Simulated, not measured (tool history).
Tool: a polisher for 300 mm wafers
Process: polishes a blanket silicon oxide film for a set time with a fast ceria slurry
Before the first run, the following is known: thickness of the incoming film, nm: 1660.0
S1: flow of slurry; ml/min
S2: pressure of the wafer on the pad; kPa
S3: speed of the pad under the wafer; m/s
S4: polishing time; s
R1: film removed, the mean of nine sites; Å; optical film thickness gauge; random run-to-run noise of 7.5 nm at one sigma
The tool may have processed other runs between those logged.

run 1 hour=0 | S1=210 S2=20.7 S3=0.92 S4=53 | R1=7433.8
run 2 hour=6.1 | S1=210 S2=20.7 S3=1.14 S4=53 | R1=8972.3
run 3 hour=8.9 | S1=210 S2=20.7 S3=1.26 S4=53 | R1=9771
run 4 hour=12 | S1=210 S2=18.6 S3=1.24 S4=53 | R1=8897.1
-- hour=13.8 slurry nozzle cleaned
run 5 hour=13.8 | S1=210 S2=18.6 S3=1.24 S4=55 | R1=9919.8
run 6 hour=21.8 | S1=210 S2=18.6 S3=1.24 S4=53 | R1=9263.1
run 7 hour=29.5 | S1=210 S2=17.2 S3=1.18 S4=53 | R1=8185
run 8 hour=31.5 | S1=210 S2=15.9 S3=1.16 S4=53 | R1=7609.7
run 9 hour=36.8 | S1=205 S2=10.3 S3=1.06 S4=53 | R1=4496.7

The next listed run, before its measurement:
run 10 hour=40.6 | S1=210 S2=11 S3=1.06 S4=53 | R1=?

R1: 4912.2 Å
